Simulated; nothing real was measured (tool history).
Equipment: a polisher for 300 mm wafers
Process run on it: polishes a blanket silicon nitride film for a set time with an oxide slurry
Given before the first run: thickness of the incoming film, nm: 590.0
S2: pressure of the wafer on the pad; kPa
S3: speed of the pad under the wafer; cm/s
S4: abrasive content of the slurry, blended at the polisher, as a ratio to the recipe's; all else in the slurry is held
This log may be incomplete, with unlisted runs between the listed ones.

run 1 hour=0 | flow_of_slurry_(ml/min)=190 S2=30.3 S3=136 S4=1 polishing_time_(s)=115 | film_removed_(angstrom)=1377.4
run 2 hour=3.1 | flow_of_slurry_(ml/min)=190 S2=26.2 S3=134 S4=1 polishing_time_(s)=115 | film_removed_(angstrom)=1162.1
run 3 hour=7.1 | flow_of_slurry_(ml/min)=190 S2=26.2 S3=134 S4=1 polishing_time_(s)=121 | film_removed_(angstrom)=1222
run 4 hour=11.9 | flow_of_slurry_(ml/min)=170 S2=26.2 S3=134 S4=1 polishing_time_(s)=121 | film_removed_(angstrom)=1224.9
run 5 hour=18.2 | flow_of_slurry_(ml/min)=170 S2=20.7 S3=134 S4=1 polishing_time_(s)=121 | film_removed_(angstrom)=968.31
run 6 hour=26.5 | flow_of_slurry_(ml/min)=170 S2=19.3 S3=134 S4=1 polishing_time_(s)=121 | film_removed_(angstrom)=886.82
run 7 hour=31.7 | flow_of_slurry_(ml/min)=170 S2=18.6 S3=134 S4=1 polishing_time_(s)=121 | film_removed_(angstrom)=888.05

Run 8 comes next. What will it give?
run 8 hour=33.7 | flow_of_slurry_(ml/min)=170 S2=17.9 S3=134 S4=1 polishing_time_(s)=121 | film_removed_(angstrom)=?

{"run 8": {"film removed (angstrom)": 848.59}}
